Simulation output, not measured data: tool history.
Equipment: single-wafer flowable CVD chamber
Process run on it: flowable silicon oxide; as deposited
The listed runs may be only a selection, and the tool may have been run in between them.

run	hour	heater temperature setpoint (K)	chamber pressure (Pa)	RF power (W)	deposition time (s)	mean film thickness on the monitor wafer (nm)
1	0	378.15	98.3	2250	224	106.52
2	5.4	374.15	98.3	2250	224	122.76
3	13.1	367.15	98.3	2250	224	157.89
4	17.3	366.15	98.3	2250	224	163.25
5	25.6	366.15	106.1	2250	224	175.36
6	27.1	366.15	106.1	2510	224	180
7	33	365.15	106.1	2510	224	185.59

For run 8, what comes out?
8	40.3	364.15	106.1	2510	224	?

mean film thickness on the monitor wafer (nm): 193.22

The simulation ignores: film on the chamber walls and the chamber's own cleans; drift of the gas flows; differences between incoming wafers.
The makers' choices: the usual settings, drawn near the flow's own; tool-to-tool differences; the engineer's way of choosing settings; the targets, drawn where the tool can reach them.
